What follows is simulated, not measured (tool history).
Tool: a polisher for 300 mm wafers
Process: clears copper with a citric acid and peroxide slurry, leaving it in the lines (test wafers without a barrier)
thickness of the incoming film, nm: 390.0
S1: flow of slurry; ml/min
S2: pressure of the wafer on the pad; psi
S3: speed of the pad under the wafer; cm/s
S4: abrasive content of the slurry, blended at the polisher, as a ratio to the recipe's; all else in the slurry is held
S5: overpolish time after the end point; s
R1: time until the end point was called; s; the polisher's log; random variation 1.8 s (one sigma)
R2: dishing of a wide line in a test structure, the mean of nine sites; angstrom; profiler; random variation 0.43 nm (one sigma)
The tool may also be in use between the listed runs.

| run | day | S1 | S2 | S3 | S4 | S5 | R1 | R2 |
|---|---|---|---|---|---|---|---|---|
| 1 | 0.000 | 255 | 3.7 | 86 | 1.0 | 22 | 138.56 | 449.63 |
| 2 | 0.308 | 255 | 3.5 | 86 | 1.0 | 19 | 146.58 | 376.99 |
| 3 | 0.529 | 255 | 3.5 | 86 | 1.0 | 28 | 145.37 | 530.26 |
| 4 | 0.846 | 260 | 3.3 | 86 | 1.0 | 23 | 156.24 | 420.25 |
| 5 | 1.004 | 260 | 3.3 | 86 | 1.0 | 32 | 154.26 | 563.43 |
| 6 | 1.046 | 260 | 3.2 | 86 | 1.0 | 25 | 158.67 | 429.33 |
| 7 | 1.333 | 260 | 3.1 | 88 | 1.0 | 21 | 161.89 | 371.58 |

Run 8 comes next. What will it give?
| 8 | 1.479 | 260 | 3.1 | 88 | 1.0 | 18 | ? | ? |

{"run 8": {"R1": 160.82, "R2": 330.87}}
